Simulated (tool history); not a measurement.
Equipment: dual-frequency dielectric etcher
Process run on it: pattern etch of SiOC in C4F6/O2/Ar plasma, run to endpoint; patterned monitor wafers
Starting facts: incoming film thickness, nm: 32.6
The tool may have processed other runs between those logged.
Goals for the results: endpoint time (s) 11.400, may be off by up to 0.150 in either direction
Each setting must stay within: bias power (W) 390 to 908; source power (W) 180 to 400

run	hour	bias power (W)	source power (W)	endpoint time (s)
1	0.0	649	290	12.253
2	7.5	675	290	12.209
3	15.3	752	290	11.793
4	23.4	768	290	11.734
5	26.3	676	290	12.166
6	35.2	613	290	12.610
7	39.0	655	290	12.305
8	45.4	690	290	12.145
9	45.9	719	290	11.942
10	52.5	740	290	11.851
11	56.2	758	290	11.789

Consider the 5 candidate settings below. Which is the only one whose results all fall within their allowed miss of target?
A	59.9	687	270	?
B	59.9	800	330	?
C	59.9	719	270	?
D	59.9	725	270	?
E	59.9	823	290	?

move	endpoint time (s)
A	12.346
B	11.093
C	12.170
D	12.138
E	11.414
A: moves away from the targets compared with the last run
B: pushes the last run's worst result past its target
C: moves away from the targets compared with the last run
D: moves away from the targets compared with the last run
E: every result within its allowed miss
Answer: E
